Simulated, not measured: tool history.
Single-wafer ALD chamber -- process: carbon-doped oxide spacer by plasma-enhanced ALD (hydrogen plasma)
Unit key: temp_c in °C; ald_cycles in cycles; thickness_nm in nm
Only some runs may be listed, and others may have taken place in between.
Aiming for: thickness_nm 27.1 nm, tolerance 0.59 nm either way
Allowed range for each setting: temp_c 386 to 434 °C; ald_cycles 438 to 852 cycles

{"run": 1, "day": 0.0, "temp_c": 410, "ald_cycles": 645, "thickness_nm": 34.837}
{"run": 2, "day": 0.312, "temp_c": 410, "ald_cycles": 602, "thickness_nm": 32.406}
{"run": 3, "day": 0.412, "temp_c": 418, "ald_cycles": 602, "thickness_nm": 31.301}
{"run": 4, "day": 0.683, "temp_c": 418, "ald_cycles": 640, "thickness_nm": 33.43}
{"run": 5, "day": 0.95, "temp_c": 418, "ald_cycles": 713, "thickness_nm": 37.161}
{"run": 6, "day": 0.992, "temp_c": 408, "ald_cycles": 713, "thickness_nm": 38.702}
{"run": 7, "day": 1.342, "temp_c": 412, "ald_cycles": 671, "thickness_nm": 35.588}
{"run": 8, "day": 1.667, "temp_c": 415, "ald_cycles": 638, "thickness_nm": 33.695}
{"run": 9, "day": 1.846, "temp_c": 418, "ald_cycles": 613, "thickness_nm": 31.972}
{"run": 10, "day": 1.942, "temp_c": 420, "ald_cycles": 595, "thickness_nm": 31.012}
{"run": 11, "day": 2.083, "temp_c": 422, "ald_cycles": 579, "thickness_nm": 29.843}
{"run": 12, "day": 2.404, "temp_c": 424, "ald_cycles": 569, "thickness_nm": 29.325}
{"run": 13, "day": 2.592, "temp_c": 425, "ald_cycles": 560, "thickness_nm": 28.609}

Consider the 5 candidate settings below. Which is the only one whose results all fall within their allowed miss of target?
{"run": "A", "day": 2.779, "temp_c": 418, "ald_cycles": 518, "thickness_nm": "?"}
{"run": "B", "day": 2.779, "temp_c": 426, "ald_cycles": 607, "thickness_nm": "?"}
{"run": "C", "day": 2.779, "temp_c": 430, "ald_cycles": 633, "thickness_nm": "?"}
{"run": "D", "day": 2.779, "temp_c": 416, "ald_cycles": 567, "thickness_nm": "?"}
{"run": "E", "day": 2.779, "temp_c": 421, "ald_cycles": 578, "thickness_nm": "?"}

move=A thickness_nm=26.924
move=B thickness_nm=30.635
move=C thickness_nm=31.469
move=D thickness_nm=29.685
move=E thickness_nm=29.716
A: all results in spec
B: further off than the last run
C: further off than the last run
D: further off than the last run
E: further off than the last run
A is the move that brings every result within its allowed miss.
